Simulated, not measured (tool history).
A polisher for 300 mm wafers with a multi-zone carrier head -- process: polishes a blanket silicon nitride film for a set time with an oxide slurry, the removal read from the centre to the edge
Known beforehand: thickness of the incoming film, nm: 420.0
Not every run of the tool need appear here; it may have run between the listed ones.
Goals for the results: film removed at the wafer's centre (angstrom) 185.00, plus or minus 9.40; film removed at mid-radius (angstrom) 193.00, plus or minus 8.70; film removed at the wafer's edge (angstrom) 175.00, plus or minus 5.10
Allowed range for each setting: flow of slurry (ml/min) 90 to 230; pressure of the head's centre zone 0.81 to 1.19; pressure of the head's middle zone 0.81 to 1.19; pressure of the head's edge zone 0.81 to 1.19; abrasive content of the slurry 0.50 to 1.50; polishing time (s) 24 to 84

| run | hour | flow of slurry (ml/min) | pressure of the head's centre zone | pressure of the head's middle zone | pressure of the head's edge zone | abrasive content of the slurry | polishing time (s) | film removed at the wafer's centre (angstrom) | film removed at mid-radius (angstrom) | film removed at the wafer's edge (angstrom) |
|---|---|---|---|---|---|---|---|---|---|---|
| 1 | 0.0 | 150 | 1.00 | 1.00 | 1.00 | 1.00 | 54 | 330.35 | 346.91 | 347.22 |
| 2 | 0.6 | 150 | 1.00 | 1.00 | 1.00 | 1.00 | 48 | 289.67 | 303.67 | 309.73 |
| 3 | 9.6 | 150 | 1.00 | 1.00 | 1.06 | 1.00 | 48 | 288.05 | 296.90 | 325.15 |
| 4 | 11.8 | 150 | 1.00 | 1.07 | 1.06 | 1.00 | 48 | 290.02 | 318.53 | 320.85 |
| 5 | 17.6 | 170 | 1.00 | 1.07 | 1.06 | 1.00 | 48 | 309.19 | 329.40 | 331.55 |
|  | 24.3 | slurry nozzle cleaned |
| 6 | 24.3 | 165 | 1.01 | 1.06 | 1.03 | 0.95 | 46 | 318.21 | 342.91 | 325.64 |
| 7 | 32.7 | 155 | 1.00 | 1.02 | 1.00 | 0.90 | 43 | 283.80 | 305.51 | 287.42 |
| 8 | 39.2 | 115 | 0.97 | 0.92 | 0.90 | 0.65 | 34 | 170.25 | 172.93 | 179.49 |
| 9 | 40.5 | 120 | 0.97 | 0.93 | 0.89 | 0.65 | 34 | 174.59 | 177.26 | 181.83 |
| 10 | 46.2 | 120 | 0.97 | 0.94 | 0.88 | 0.65 | 34 | 176.06 | 177.88 | 179.02 |
| 11 | 53.8 | 120 | 0.97 | 0.95 | 0.87 | 0.65 | 34 | 179.32 | 181.35 | 179.18 |
| 12 | 56.6 | 120 | 0.97 | 0.96 | 0.86 | 0.65 | 34 | 176.15 | 182.83 | 178.58 |
| 13 | 60.2 | 120 | 0.97 | 0.97 | 0.85 | 0.65 | 34 | 174.35 | 185.74 | 177.27 |
| 14 | 67.6 | 120 | 0.98 | 0.97 | 0.84 | 0.65 | 34 | 178.68 | 183.66 | 175.16 |

Next run, 4 choices. One meets every target within its allowed miss, the rest don't. Which?
| A | 75.0 | 105 | 0.92 | 1.04 | 0.83 | 0.60 | 36 | ? | ? | ? |
| B | 75.0 | 130 | 1.03 | 1.05 | 0.88 | 0.65 | 33 | ? | ? | ? |
| C | 75.0 | 120 | 0.90 | 1.02 | 0.84 | 0.65 | 34 | ? | ? | ? |
| D | 75.0 | 160 | 1.05 | 1.09 | 0.81 | 0.70 | 29 | ? | ? | ? |

| move | film removed at the wafer's centre (angstrom) | film removed at mid-radius (angstrom) | film removed at the wafer's edge (angstrom) |
|---|---|---|---|
| A | 163.79 | 190.17 | 176.12 |
| B | 186.81 | 193.31 | 179.03 |
| C | 164.02 | 190.52 | 178.09 |
| D | 182.12 | 189.59 | 161.78 |
A: puts the biggest miss on target and leaves a different result outside tolerance
B: all results land within tolerance of their targets
C: puts the biggest miss on target and leaves a different result outside tolerance
D: puts the biggest miss on target and leaves a different result outside tolerance
B is the move that brings every result within its allowed miss.

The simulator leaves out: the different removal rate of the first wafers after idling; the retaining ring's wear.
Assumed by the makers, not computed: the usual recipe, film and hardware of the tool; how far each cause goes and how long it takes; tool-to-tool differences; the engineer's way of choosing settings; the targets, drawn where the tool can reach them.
